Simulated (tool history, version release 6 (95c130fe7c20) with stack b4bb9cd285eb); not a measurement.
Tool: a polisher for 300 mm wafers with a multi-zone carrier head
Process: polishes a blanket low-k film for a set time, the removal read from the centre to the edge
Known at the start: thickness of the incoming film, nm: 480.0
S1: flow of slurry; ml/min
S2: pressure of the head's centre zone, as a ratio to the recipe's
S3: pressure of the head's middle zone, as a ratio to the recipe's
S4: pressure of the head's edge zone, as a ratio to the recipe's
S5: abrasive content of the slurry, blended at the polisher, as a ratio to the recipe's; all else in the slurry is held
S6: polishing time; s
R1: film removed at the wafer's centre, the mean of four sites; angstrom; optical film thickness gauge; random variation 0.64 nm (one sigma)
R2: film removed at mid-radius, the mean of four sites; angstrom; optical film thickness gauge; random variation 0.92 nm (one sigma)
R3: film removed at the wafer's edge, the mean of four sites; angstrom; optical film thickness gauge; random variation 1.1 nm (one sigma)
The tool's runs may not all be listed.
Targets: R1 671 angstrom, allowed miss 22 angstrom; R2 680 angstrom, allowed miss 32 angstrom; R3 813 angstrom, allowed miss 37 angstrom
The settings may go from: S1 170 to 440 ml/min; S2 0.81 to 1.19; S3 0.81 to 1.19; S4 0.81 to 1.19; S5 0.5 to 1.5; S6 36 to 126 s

Run 1, hour 0: S1 280 ml/min, S2 1, S3 1, S4 1, S5 1, S6 81 s. Result: R1 618.24 angstrom, R2 608.11 angstrom, R3 607.11 angstrom.
Run 2, hour 1.9: S1 280 ml/min, S2 1, S3 0.94, S4 1, S5 1, S6 81 s. Result: R1 616.03 angstrom, R2 565.45 angstrom, R3 604.64 angstrom.
Run 3, hour 10.5: S1 280 ml/min, S2 0.99, S3 0.94, S4 1.02, S5 1.05, S6 81 s. Result: R1 632.94 angstrom, R2 581.81 angstrom, R3 650.81 angstrom.
Run 4, hour 18.5: S1 285 ml/min, S2 0.99, S3 0.95, S4 1.04, S5 1.05, S6 81 s. Result: R1 626.88 angstrom, R2 600.66 angstrom, R3 648.29 angstrom.
Run 5, hour 25.5: S1 285 ml/min, S2 0.99, S3 0.95, S4 1.06, S5 1.1, S6 81 s. Result: R1 654.73 angstrom, R2 619.1 angstrom, R3 672.33 angstrom.
Run 6, hour 31.9: S1 285 ml/min, S2 0.98, S3 0.95, S4 1.07, S5 1.1, S6 81 s. Result: R1 646.13 angstrom, R2 605.9 angstrom, R3 664.07 angstrom.
Run 7, hour 34.5: S1 285 ml/min, S2 0.96, S3 0.95, S4 1.08, S5 1.15, S6 81 s. Result: R1 648.02 angstrom, R2 637.65 angstrom, R3 686.83 angstrom.
Run 8, hour 37.7: S1 285 ml/min, S2 0.95, S3 0.94, S4 1.09, S5 1.15, S6 81 s. Result: R1 636.81 angstrom, R2 636.24 angstrom, R3 678.18 angstrom.
Run 9, hour 38.4: S1 280 ml/min, S2 0.94, S3 0.92, S4 1.1, S5 1.2, S6 81 s. Result: R1 639.95 angstrom, R2 635.71 angstrom, R3 714.2 angstrom.
Run 10, hour 43.9: S1 280 ml/min, S2 0.94, S3 0.92, S4 1.11, S5 1.2, S6 81 s. Result: R1 639.6 angstrom, R2 628.54 angstrom, R3 702.68 angstrom.

4 next moves are on the table. One of them brings every result within its allowed miss. Which?
Run A, hour 49.4: S1 270 ml/min, S2 1.03, S3 0.98, S4 1.08, S5 1.2, S6 83 s. Result: R1 ?, R2 ?, R3 ?.
Run B, hour 49.4: S1 325 ml/min, S2 0.93, S3 0.84, S4 1.08, S5 1.35, S6 79 s. Result: R1 ?, R2 ?, R3 ?.
Run C, hour 49.4: S1 215 ml/min, S2 0.98, S3 1.01, S4 1.14, S5 1.2, S6 83 s. Result: R1 ?, R2 ?, R3 ?.
Run D, hour 49.4: S1 245 ml/min, S2 0.88, S3 0.89, S4 1.18, S5 1.05, S6 97 s. Result: R1 ?, R2 ?, R3 ?.

move      R1      R2      R3
   A  711.64  680.85  710.77
   B  657.19  613.24  726.36
   C  664.25  686.65  720.92
   D  650.43  674.29  800.14
A: nearer than the last run, and not there yet
B: nearer than the last run, and not there yet
C: nearer than the last run, and not there yet
D: meets every target
Move D is the one to make.
